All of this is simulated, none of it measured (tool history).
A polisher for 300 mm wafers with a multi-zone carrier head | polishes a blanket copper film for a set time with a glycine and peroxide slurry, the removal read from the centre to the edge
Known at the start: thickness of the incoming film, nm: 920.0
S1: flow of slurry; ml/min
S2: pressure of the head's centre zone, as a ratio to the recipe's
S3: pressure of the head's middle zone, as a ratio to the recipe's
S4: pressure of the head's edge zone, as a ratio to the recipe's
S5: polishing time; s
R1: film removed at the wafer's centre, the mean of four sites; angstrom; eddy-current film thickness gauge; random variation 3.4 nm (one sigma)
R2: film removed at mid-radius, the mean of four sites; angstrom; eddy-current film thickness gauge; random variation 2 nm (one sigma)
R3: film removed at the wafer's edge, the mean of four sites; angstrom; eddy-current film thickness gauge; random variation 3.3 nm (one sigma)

run 1 day=0 | S1=275 S2=1 S3=1 S4=1 S5=69 | R1=2455.1 R2=2647.2 R3=2611.7
run 2 day=0.088 | S1=290 S2=1.06 S3=1.02 S4=1.05 S5=70 | R1=2709.7 R2=2727.1 R3=2733.2
run 3 day=0.417 | S1=305 S2=1.09 S3=1.04 S4=1.09 S5=71 | R1=2750.7 R2=2805.5 R3=2751.8
run 4 day=0.708 | S1=300 S2=1.11 S3=1.03 S4=1.1 S5=73 | R1=2843 R2=2879.5 R3=2911.2
run 5 day=0.783 | S1=235 S2=1.11 S3=1.03 S4=1.1 S5=73 | R1=2779.9 R2=2816.6 R3=2789.3
-- day=0.942 centre zone pressure recalibrated
run 6 day=0.942 | S1=235 S2=1.11 S3=0.99 S4=1.1 S5=73 | R1=3133.4 R2=2706.6 R3=2839.7
run 7 day=1.15 | S1=245 S2=1.12 S3=1 S4=1.1 S5=74 | R1=3226.8 R2=2801.1 R3=2857.4
run 8 day=1.217 | S1=260 S2=1.12 S3=1.01 S4=1.11 S5=75 | R1=3247.9 R2=2876.6 R3=3003.5

The next listed run, before its measurement:
run 9 day=1.533 | S1=265 S2=1.12 S3=1.02 S4=1.11 S5=75 | R1=? R2=? R3=?

Run 9 gave R1 3311.3 angstrom, R2 2902.3 angstrom, R3 2921.7 angstrom.

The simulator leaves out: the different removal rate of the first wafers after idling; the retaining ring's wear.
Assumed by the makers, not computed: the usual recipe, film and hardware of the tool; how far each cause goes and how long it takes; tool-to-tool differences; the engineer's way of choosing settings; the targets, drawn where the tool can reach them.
